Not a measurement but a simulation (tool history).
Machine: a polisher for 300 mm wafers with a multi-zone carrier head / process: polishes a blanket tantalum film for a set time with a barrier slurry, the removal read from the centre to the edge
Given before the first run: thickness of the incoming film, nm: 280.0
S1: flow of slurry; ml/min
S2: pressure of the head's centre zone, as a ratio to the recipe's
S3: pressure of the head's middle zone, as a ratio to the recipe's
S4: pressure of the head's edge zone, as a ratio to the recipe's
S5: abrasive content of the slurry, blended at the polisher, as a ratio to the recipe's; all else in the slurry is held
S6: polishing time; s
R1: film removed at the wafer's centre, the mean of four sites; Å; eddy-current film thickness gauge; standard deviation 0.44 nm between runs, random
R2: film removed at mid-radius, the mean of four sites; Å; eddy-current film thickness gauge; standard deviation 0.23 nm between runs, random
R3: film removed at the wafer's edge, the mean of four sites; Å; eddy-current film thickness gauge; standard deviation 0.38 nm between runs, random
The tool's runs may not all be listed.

run 1 hour=0.0 | S1=150 S2=1.00 S3=1.00 S4=1.00 S5=1.00 S6=57 | R1=439.80 R2=451.83 R3=482.56
run 2 hour=2.5 | S1=150 S2=1.02 S3=1.00 S4=0.98 S5=0.95 S6=54 | R1=416.78 R2=421.45 R3=440.43
run 3 hour=6.0 | S1=150 S2=1.02 S3=1.04 S4=0.98 S5=0.95 S6=54 | R1=418.75 R2=437.06 R3=451.00
run 4 hour=7.1 | S1=150 S2=1.02 S3=1.08 S4=0.98 S5=0.95 S6=54 | R1=421.05 R2=457.21 R3=443.60
run 5 hour=8.2 | S1=150 S2=1.02 S3=1.08 S4=0.98 S5=0.95 S6=61 | R1=479.12 R2=510.95 R3=504.33
run 6 hour=11.9 | S1=150 S2=1.04 S3=1.06 S4=0.96 S5=0.90 S6=58 | R1=442.11 R2=472.23 R3=466.99

The next listed run, before its measurement:
run 7 hour=16.7 | S1=160 S2=1.06 S3=1.03 S4=0.94 S5=0.90 S6=54 | R1=? R2=? R3=?

Run 7 yielded R1 442.61 Å, R2 439.54 Å, R3 445.71 Å.
